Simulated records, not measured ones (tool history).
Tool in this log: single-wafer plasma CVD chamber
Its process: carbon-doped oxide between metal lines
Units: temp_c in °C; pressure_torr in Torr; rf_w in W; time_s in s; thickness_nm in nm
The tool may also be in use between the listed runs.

run 1 day=0 | temp_c=335 pressure_torr=3.88 rf_w=375 time_s=22.6 | thickness_nm=92.083
run 2 day=0.129 | temp_c=343 pressure_torr=3.88 rf_w=375 time_s=22.6 | thickness_nm=89.001
run 3 day=0.433 | temp_c=343 pressure_torr=3.64 rf_w=375 time_s=22.6 | thickness_nm=88.8
run 4 day=0.792 | temp_c=333 pressure_torr=3.64 rf_w=375 time_s=22.6 | thickness_nm=91.782
run 5 day=0.85 | temp_c=332 pressure_torr=3.72 rf_w=385 time_s=22.6 | thickness_nm=94.95
run 6 day=1.012 | temp_c=332 pressure_torr=4.09 rf_w=385 time_s=22.6 | thickness_nm=96.445
-- day=1.15 thermocouple changed; heater temperature recalibrated
run 7 day=1.15 | temp_c=331 pressure_torr=4.17 rf_w=390 time_s=22.6 | thickness_nm=96.184
run 8 day=1.4 | temp_c=330 pressure_torr=4.19 rf_w=395 time_s=22.6 | thickness_nm=97.996
run 9 day=1.692 | temp_c=329 pressure_torr=4.22 rf_w=400 time_s=22.6 | thickness_nm=100.66
run 10 day=1.812 | temp_c=328 pressure_torr=4.25 rf_w=400 time_s=22.6 | thickness_nm=100.29

Run 11 comes next. What will it give?
run 11 day=2.108 | temp_c=327 pressure_torr=4.28 rf_w=405 time_s=22.6 | thickness_nm=?

Run 11 yielded thickness_nm 102.17 nm.

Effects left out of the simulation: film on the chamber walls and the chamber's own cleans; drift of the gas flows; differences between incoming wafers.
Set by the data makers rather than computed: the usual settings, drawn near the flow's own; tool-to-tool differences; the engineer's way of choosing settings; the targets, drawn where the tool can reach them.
